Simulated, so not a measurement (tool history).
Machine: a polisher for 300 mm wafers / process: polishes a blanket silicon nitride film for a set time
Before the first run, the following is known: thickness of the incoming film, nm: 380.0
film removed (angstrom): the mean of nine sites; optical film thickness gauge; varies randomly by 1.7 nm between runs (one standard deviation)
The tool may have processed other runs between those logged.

run,hour,flow of slurry (ml/min),pressure of the wafer on the pad (kPa),speed of the pad under the wafer (m/s),polishing time (s),film removed (angstrom)
1,0.0,270,15.9,1.24,118,1706.4
2,8.0,270,19.3,1.24,118,1954.6
3,16.8,335,19.3,1.24,118,2023.6
4,22.2,335,20.7,1.24,118,2123.3
5,30.7,335,22.1,1.26,118,2279.5
6,36.3,335,22.1,1.26,124,2359.1
7,37.3,335,22.8,1.26,124,2439.2
8,44.6,335,23.4,1.26,124,2494.0

Run 9, settings as shown, results not yet in. Your forecast:
9,46.9,340,23.4,1.26,124,?

{"run 9": {"film removed (angstrom)": 2462.2}}
